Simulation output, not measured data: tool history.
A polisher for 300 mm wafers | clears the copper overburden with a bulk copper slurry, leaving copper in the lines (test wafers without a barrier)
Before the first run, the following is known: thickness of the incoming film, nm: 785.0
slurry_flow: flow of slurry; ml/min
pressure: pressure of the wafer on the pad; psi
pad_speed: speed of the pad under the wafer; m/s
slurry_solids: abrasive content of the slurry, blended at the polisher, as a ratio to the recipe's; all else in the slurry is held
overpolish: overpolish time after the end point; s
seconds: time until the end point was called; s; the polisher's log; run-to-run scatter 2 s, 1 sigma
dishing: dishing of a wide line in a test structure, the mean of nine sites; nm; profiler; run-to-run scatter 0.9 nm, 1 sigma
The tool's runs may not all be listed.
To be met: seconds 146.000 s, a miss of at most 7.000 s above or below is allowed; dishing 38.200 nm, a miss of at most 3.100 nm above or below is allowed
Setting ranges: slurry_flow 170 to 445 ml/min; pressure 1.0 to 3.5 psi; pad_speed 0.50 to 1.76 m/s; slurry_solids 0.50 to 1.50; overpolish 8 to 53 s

run,hour,slurry_flow,pressure,pad_speed,slurry_solids,overpolish,seconds,dishing
1,0.0,285,2.2,1.12,1.00,27,96.127,89.092
2,0.6,285,1.9,1.14,1.00,22,108.330,77.023
3,6.8,285,1.9,1.14,1.10,22,104.500,74.703
4,15.0,285,1.6,1.12,1.20,18,124.530,62.825
5,22.2,285,1.4,1.14,1.30,15,137.160,49.128
6,29.2,285,1.9,1.14,1.30,15,103.090,65.040
7,31.9,285,1.9,1.14,1.30,15,104.880,61.291
8,35.4,285,1.7,1.16,1.35,13,113.360,56.369
9,36.8,285,1.5,1.20,1.40,12,124.340,49.086
10,42.6,285,1.4,1.22,1.45,11,126.380,42.971

Exercise: of the 4 proposed moves below, exactly one satisfies all targets within the stated allowed misses. Which move is it?
A,48.4,395,1.0,1.56,1.30,8,?,?
B,48.4,275,1.5,1.00,1.25,10,?,?
C,48.4,220,1.3,1.00,1.45,10,?,?
D,48.4,265,1.3,0.98,1.50,9,?,?

move,seconds,dishing
A,141.900,30.252
B,143.330,37.216
C,164.180,33.041
D,162.610,30.673
A: brings the result that was furthest off to its target, and leaves another outside
B: each result inside its tolerance
C: pushes the last run's worst result past its target
D: pushes the last run's worst result past its target
So the answer is move B, the one that meets all the targets.

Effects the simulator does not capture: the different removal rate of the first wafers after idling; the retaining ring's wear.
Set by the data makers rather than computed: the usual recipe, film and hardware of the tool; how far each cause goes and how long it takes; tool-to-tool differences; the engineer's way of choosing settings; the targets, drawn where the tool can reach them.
